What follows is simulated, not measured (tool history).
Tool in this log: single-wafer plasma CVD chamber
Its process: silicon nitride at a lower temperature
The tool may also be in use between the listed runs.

| run | day | heater temperature setpoint (K) | chamber pressure (Torr) | RF power (W) | deposition time (s) | mean film thickness on the monitor wafer (angstrom) |
|---|---|---|---|---|---|---|
| 1 | 0 | 638.15 | 1.41 | 280 | 31.9 | 326.74 |
| 2 | 0.183 | 638.15 | 1.34 | 270 | 31.9 | 309.91 |
| 3 | 0.292 | 638.15 | 1.27 | 265 | 31.9 | 296.92 |
| 4 | 0.446 | 647.15 | 1.27 | 265 | 31.9 | 297.96 |
| 5 | 0.571 | 647.15 | 1.21 | 265 | 31.9 | 288.11 |
| 6 | 0.758 | 639.15 | 1.21 | 265 | 31.9 | 291.84 |
| 7 | 0.996 | 639.15 | 1.16 | 265 | 31.9 | 287.4 |
| 8 | 1.158 | 639.15 | 1.12 | 265 | 31.9 | 282.19 |
| 9 | 1.258 | 639.15 | 1.09 | 265 | 31.9 | 279.16 |
| 10 | 1.438 | 639.15 | 1.06 | 265 | 31.9 | 274.87 |
| 11 | 1.583 | 639.15 | 1.04 | 265 | 31.9 | 271.91 |

Run 12 is up next; what results do you expect?
| 12 | 1.8 | 639.15 | 1.02 | 265 | 31.9 | ? |

{"run 12": {"mean film thickness on the monitor wafer (angstrom)": 267.67}}
